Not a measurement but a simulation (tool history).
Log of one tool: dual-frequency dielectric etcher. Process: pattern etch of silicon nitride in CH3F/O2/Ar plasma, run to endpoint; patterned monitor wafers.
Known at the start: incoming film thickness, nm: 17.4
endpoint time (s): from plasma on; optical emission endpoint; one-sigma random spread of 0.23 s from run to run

run	hour	source power (W)	bias power (W)	endpoint time (s)
1	0.0	350	99	23.543
2	5.2	410	99	21.881
3	9.6	410	82	24.000
4	11.2	390	80	24.584
5	12.7	350	80	25.880
6	19.1	340	79	26.464
7	21.2	330	78	26.690

Expected results for the next run?
8	22.3	320	77	?

Logged for run 8: endpoint time (s) 27.389.
